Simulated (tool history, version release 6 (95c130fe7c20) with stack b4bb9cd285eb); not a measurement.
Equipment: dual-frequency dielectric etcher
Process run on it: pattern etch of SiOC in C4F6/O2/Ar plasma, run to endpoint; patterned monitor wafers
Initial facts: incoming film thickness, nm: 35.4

run	day	bias power (W)	source power (W)	endpoint time (s)
1	0.000	573	300	13.403
2	0.088	573	270	14.213
3	0.300	612	270	13.845
4	0.438	590	270	13.956
5	0.517	571	270	14.292
6	0.733	561	270	14.138

What does the tool deliver on the next run?
7	1.083	544	270	?

Run 7 yielded endpoint time (s) 14.280.

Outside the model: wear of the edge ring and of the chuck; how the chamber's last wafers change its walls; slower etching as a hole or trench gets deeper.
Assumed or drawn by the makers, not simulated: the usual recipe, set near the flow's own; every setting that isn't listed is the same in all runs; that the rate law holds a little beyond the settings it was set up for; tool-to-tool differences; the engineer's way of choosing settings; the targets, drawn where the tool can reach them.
